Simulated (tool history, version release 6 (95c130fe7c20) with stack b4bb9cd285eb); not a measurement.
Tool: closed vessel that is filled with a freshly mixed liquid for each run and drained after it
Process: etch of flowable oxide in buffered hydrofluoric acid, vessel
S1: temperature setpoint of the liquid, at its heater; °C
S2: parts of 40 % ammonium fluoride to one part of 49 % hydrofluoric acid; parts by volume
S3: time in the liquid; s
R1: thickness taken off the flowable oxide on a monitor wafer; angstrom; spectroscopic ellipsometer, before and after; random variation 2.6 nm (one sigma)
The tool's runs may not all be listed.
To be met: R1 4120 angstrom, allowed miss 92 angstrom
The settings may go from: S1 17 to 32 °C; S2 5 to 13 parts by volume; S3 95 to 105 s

run  hour    S1  S2   S3      R1
  1     0    24   8   95  3513.2
  2   0.9    25   8   95    3692
  3  10.2  25.5   8   95  3816.6
  4  12.4  25.5   7   95  4417.1
  5  18.7  25.5   7  105  4899.8
  6  25.7  25.5   7   95  4379.3
  7  28.6  25.5   7   95  4419.6
  8  29.6    25   7   95  4283.7

Which of these 5 next moves meets every target?
  A  30.6  22.5    7  105   ?
  B  30.6    22    6  105   ?
  C  30.6    25    8  100   ?
  D  30.6    24    8  105   ?
  E  30.6  22.5  6.5   95   ?

move      R1
   A  4094.9
   B  4553.2
   C  3869.3
   D  3848.1
   E  3951.1
A: meets every target
B: further off than the last run
C: takes the result that was furthest off past its target
D: takes the result that was furthest off past its target
E: takes the result that was furthest off past its target
Answer: A
